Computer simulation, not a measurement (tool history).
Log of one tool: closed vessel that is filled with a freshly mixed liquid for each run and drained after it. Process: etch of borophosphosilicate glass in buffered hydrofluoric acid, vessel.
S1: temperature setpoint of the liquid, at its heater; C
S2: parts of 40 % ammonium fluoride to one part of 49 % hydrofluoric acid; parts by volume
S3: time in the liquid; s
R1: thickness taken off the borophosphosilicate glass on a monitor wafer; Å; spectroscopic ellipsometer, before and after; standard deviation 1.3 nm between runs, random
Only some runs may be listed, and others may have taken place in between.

run,hour,S1,S2,S3,R1
1,0.0,25.0,15.5,30,436.18
2,5.8,22.0,15.5,30,373.07
3,11.8,19.5,15.5,30,328.04
4,15.9,23.5,12.5,30,504.21
5,20.3,23.5,15.5,30,406.72
6,29.5,23.5,13.5,30,457.09

Run 7, settings as shown, results not yet in. Your forecast:
7,30.4,26.5,11.0,30,?

Run 7 yielded R1 673.15 Å.
